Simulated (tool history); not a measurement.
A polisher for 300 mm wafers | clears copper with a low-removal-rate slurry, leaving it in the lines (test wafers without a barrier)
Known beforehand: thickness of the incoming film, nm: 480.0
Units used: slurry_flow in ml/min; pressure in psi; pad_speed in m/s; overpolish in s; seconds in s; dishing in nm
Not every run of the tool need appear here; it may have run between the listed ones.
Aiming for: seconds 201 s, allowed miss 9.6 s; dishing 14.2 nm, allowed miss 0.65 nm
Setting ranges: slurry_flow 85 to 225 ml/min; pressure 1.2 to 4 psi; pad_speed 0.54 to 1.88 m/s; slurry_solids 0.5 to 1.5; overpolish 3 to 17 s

| run | hour | slurry_flow | pressure | pad_speed | slurry_solids | overpolish | seconds | dishing |
|---|---|---|---|---|---|---|---|---|
| 1 | 0 | 145 | 2.6 | 1.2 | 1 | 9 | 176.28 | 15.675 |
| 2 | 3.5 | 175 | 2.6 | 1.2 | 1 | 9 | 169.84 | 16.52 |
| 3 | 9.7 | 175 | 2.6 | 1.2 | 1.2 | 9 | 162.36 | 17.166 |
| 4 | 13.5 | 175 | 2.6 | 1.2 | 1.2 | 12 | 158.45 | 20.942 |
| 5 | 22.3 | 175 | 2.6 | 1.1 | 1.2 | 12 | 173.06 | 19.876 |
| 6 | 25.2 | 175 | 2.6 | 1.1 | 1.35 | 12 | 169.61 | 20.071 |
|  | 29.5 | head pressure recalibrated |
| 7 | 29.5 | 170 | 2.4 | 1.1 | 1.35 | 10 | 168.93 | 18.343 |
| 8 | 38.1 | 170 | 2.3 | 1.1 | 1.35 | 10 | 173.44 | 17.799 |

5 next moves are on the table. One of them brings every result within its allowed miss. Which?
| A | 46.7 | 190 | 2.5 | 1.12 | 1.1 | 11 | ? | ? |
| B | 46.7 | 220 | 2.5 | 0.92 | 1.45 | 8 | ? | ? |
| C | 46.7 | 185 | 2.5 | 1.2 | 1.5 | 10 | ? | ? |
| D | 46.7 | 155 | 2.2 | 0.96 | 1.5 | 9 | ? | ? |
| E | 46.7 | 160 | 1.9 | 1.06 | 1.3 | 11 | ? | ? |

| move | seconds | dishing |
|---|---|---|
| A | 161.18 | 19.854 |
| B | 177.66 | 14.088 |
| C | 139.51 | 20.635 |
| D | 195.8 | 14.288 |
| E | 203.81 | 16.272 |
A: lands further from the targets than the last run did
B: the worst result of the last run now meets its target, but another is out of spec
C: lands further from the targets than the last run did
D: hits every target within its allowed miss
E: closes in on the targets versus the last run, not all within tolerance yet
D meets every target.
